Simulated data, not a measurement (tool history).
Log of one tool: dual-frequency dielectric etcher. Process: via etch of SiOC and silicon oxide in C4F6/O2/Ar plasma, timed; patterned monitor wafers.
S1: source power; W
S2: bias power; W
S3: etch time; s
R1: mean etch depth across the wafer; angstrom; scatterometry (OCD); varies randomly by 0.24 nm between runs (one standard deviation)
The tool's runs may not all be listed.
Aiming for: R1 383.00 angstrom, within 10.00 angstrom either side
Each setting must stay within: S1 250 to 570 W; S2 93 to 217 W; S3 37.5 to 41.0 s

run 1 hour=0.0 | S1=410 S2=155 S3=41.0 | R1=439.76
run 2 hour=7.1 | S1=410 S2=155 S3=41.0 | R1=439.02
run 3 hour=15.5 | S1=450 S2=155 S3=41.0 | R1=453.12
run 4 hour=18.3 | S1=450 S2=134 S3=41.0 | R1=443.28
run 5 hour=20.7 | S1=390 S2=134 S3=41.0 | R1=418.93
run 6 hour=27.8 | S1=420 S2=134 S3=41.0 | R1=427.07
run 7 hour=32.7 | S1=410 S2=131 S3=41.0 | R1=429.60
run 8 hour=39.9 | S1=390 S2=128 S3=40.5 | R1=408.22

Exactly one of the 5 candidate moves below puts every result within its allowed miss. Which one?
run A hour=47.1 | S1=310 S2=128 S3=38.5 | R1=?
run B hour=47.1 | S1=400 S2=132 S3=37.5 | R1=?
run C hour=47.1 | S1=360 S2=125 S3=41.0 | R1=?
run D hour=47.1 | S1=400 S2=150 S3=41.0 | R1=?
run E hour=47.1 | S1=380 S2=131 S3=40.0 | R1=?

move=A R1=357.29
move=B R1=386.08
move=C R1=400.80
move=D R1=434.04
move=E R1=403.15
A: pushes the last run's worst result past its target
B: in spec on every target
C: closes in on the targets versus the last run, not all within tolerance yet
D: lands further from the targets than the last run did
E: closes in on the targets versus the last run, not all within tolerance yet
B is the move that brings every result within its allowed miss.
